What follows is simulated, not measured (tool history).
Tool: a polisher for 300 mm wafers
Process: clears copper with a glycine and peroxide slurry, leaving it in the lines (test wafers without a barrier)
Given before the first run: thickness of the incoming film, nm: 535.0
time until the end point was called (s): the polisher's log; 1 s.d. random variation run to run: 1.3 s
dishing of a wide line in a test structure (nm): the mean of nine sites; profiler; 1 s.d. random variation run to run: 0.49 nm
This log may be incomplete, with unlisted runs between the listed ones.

| run | hour | flow of slurry (ml/min) | pressure of the wafer on the pad (kPa) | speed of the pad under the wafer (m/s) | overpolish time after the end point (s) | time until the end point was called (s) | dishing of a wide line in a test structure (nm) |
|---|---|---|---|---|---|---|---|
| 1 | 0.0 | 300 | 11.7 | 0.90 | 22 | 122.63 | 52.009 |
| 2 | 8.3 | 260 | 11.7 | 0.90 | 22 | 126.42 | 50.983 |
| 3 | 14.9 | 245 | 11.0 | 0.90 | 22 | 130.90 | 50.154 |
| 4 | 17.6 | 280 | 11.0 | 0.90 | 22 | 126.87 | 50.378 |
| 5 | 25.8 | 280 | 13.8 | 0.90 | 22 | 114.34 | 55.122 |
| 6 | 28.5 | 265 | 12.4 | 0.90 | 22 | 121.14 | 53.158 |
| 7 | 30.1 | 265 | 12.4 | 0.90 | 22 | 121.65 | 53.717 |
| 8 | 36.7 | 255 | 11.0 | 0.90 | 22 | 128.74 | 50.596 |

Forecast run 9:
| 9 | 37.5 | 250 | 10.3 | 0.90 | 22 | ? | ? |

{"run 9": {"time until the end point was called (s)": 131.94, "dishing of a wide line in a test structure (nm)": 49.235}}
